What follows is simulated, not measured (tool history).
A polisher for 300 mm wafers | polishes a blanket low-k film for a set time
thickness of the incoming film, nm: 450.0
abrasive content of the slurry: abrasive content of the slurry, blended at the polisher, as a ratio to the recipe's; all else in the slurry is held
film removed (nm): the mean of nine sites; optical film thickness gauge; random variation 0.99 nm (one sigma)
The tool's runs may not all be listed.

run  hour  flow of slurry (ml/min)  pressure of the wafer on the pad (psi)  speed of the pad under the wafer (m/s)  abrasive content of the slurry  polishing time (s)  film removed (nm)
  1     0                      265                                     2.2                                     0.9                               1                 117             45.264
  2   0.6                      265                                     2.4                                     0.9                               1                 117             49.289
  3   3.5                      225                                     2.4                                     0.9                               1                 117             48.046
  4   7.8                      225                                     2.8                                     0.9                               1                 117             55.024
  5  10.7                      230                                     2.9                                    0.92                               1                 117             60.335
  6  11.8                      230                                     2.9                                    0.92                            0.85                 117             54.424
  7  18.8                      230                                     3.5                                     1.1                            0.85                 117             75.957

Forecast run 8:
  8  23.7                      230                                     3.5                                    1.12                            0.85                 117                  ?

{"run 8": {"film removed (nm)": 76.983}}
